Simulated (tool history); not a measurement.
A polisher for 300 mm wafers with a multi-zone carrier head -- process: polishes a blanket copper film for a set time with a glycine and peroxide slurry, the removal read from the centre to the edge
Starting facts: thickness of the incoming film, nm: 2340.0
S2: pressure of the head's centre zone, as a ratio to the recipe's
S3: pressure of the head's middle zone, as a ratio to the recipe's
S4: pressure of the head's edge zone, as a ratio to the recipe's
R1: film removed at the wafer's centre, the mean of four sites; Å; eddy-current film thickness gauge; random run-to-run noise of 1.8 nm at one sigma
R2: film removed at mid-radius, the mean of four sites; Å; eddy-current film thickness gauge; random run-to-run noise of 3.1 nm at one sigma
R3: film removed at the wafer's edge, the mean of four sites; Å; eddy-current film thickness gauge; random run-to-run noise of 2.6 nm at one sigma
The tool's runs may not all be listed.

Run 1, hour 0: flow of slurry (ml/min) 125, S2 1, S3 1, S4 1, polishing time (s) 66. Result: R1 3725.9 Å, R2 4013.7 Å, R3 4097.4 Å.
Run 2, hour 1.6: flow of slurry (ml/min) 125, S2 1, S3 1, S4 0.94, polishing time (s) 66. Result: R1 3716.2 Å, R2 3955.7 Å, R3 3944.2 Å.
Run 3, hour 4: flow of slurry (ml/min) 125, S2 1, S3 0.94, S4 0.94, polishing time (s) 66. Result: R1 3691.6 Å, R2 3799.1 Å, R3 3939.8 Å.
Run 4, hour 7.3: flow of slurry (ml/min) 125, S2 0.99, S3 0.95, S4 0.92, polishing time (s) 63. Result: R1 3483.2 Å, R2 3624.5 Å, R3 3735.3 Å.
Run 5, hour 12.8: flow of slurry (ml/min) 125, S2 0.98, S3 0.96, S4 0.9, polishing time (s) 60. Result: R1 3307.6 Å, R2 3583.7 Å, R3 3514 Å.
Run 6, hour 16.1: flow of slurry (ml/min) 105, S2 0.98, S3 0.96, S4 0.9, polishing time (s) 60. Result: R1 3014.4 Å, R2 3231 Å, R3 3322.6 Å.
Run 7, hour 17.3: flow of slurry (ml/min) 100, S2 0.98, S3 0.97, S4 0.89, polishing time (s) 59. Result: R1 2899.6 Å, R2 3159.7 Å, R3 3276.9 Å.
Run 8, hour 22: flow of slurry (ml/min) 100, S2 0.98, S3 0.97, S4 0.88, polishing time (s) 57. Result: R1 2817.1 Å, R2 3082.9 Å, R3 3107.1 Å.
At hour 29.9: slurry nozzle cleaned.
Run 9, hour 29.9: flow of slurry (ml/min) 100, S2 0.98, S3 0.97, S4 0.87, polishing time (s) 56. Result: R1 3314.2 Å, R2 3436.7 Å, R3 3418.5 Å.
Run 10, hour 38.4: flow of slurry (ml/min) 100, S2 0.97, S3 0.97, S4 0.87, polishing time (s) 53. Result: R1 3138.5 Å, R2 3300.9 Å, R3 3185.1 Å.
Run 11, hour 44: flow of slurry (ml/min) 95, S2 0.95, S3 0.96, S4 0.87, polishing time (s) 51. Result: R1 2920.6 Å, R2 3143.8 Å, R3 3019.9 Å.
Run 12, hour 45.5: flow of slurry (ml/min) 90, S2 0.93, S3 0.94, S4 0.88, polishing time (s) 50. Result: R1 2777.8 Å, R2 2934 Å, R3 2997.9 Å.
Run 13, hour 46.8: flow of slurry (ml/min) 90, S2 0.92, S3 0.94, S4 0.88, polishing time (s) 48. Result: R1 2619.9 Å, R2 2814 Å, R3 2804.6 Å.

Run 14, settings as shown, results not yet in. Your forecast:
Run 14, hour 52.8: flow of slurry (ml/min) 90, S2 0.91, S3 0.94, S4 0.88, polishing time (s) 48. Result: R1 ?, R2 ?, R3 ?.

Run 14 came out at R1 2658.9 Å, R2 2877.2 Å, R3 2826.4 Å.
